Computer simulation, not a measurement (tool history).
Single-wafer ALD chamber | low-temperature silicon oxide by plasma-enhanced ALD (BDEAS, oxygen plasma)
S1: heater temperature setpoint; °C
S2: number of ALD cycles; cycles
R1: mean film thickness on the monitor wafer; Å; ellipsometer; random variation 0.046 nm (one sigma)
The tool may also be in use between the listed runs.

Run 1, hour 0.0: S1 100 °C, S2 63 cycles. Result: R1 85.610 Å.
Run 2, hour 4.1: S1 100 °C, S2 56 cycles. Result: R1 76.837 Å.
Run 3, hour 5.9: S1 93 °C, S2 56 cycles. Result: R1 78.322 Å.
Run 4, hour 8.9: S1 93 °C, S2 63 cycles. Result: R1 87.892 Å.
Run 5, hour 16.6: S1 91 °C, S2 64 cycles. Result: R1 89.980 Å.
Run 6, hour 18.0: S1 91 °C, S2 60 cycles. Result: R1 83.655 Å.
Run 7, hour 23.4: S1 90 °C, S2 62 cycles. Result: R1 87.591 Å.

The next listed run, before its measurement:
Run 8, hour 31.3: S1 89 °C, S2 63 cycles. Result: R1 ?.

R1: 88.904 Å

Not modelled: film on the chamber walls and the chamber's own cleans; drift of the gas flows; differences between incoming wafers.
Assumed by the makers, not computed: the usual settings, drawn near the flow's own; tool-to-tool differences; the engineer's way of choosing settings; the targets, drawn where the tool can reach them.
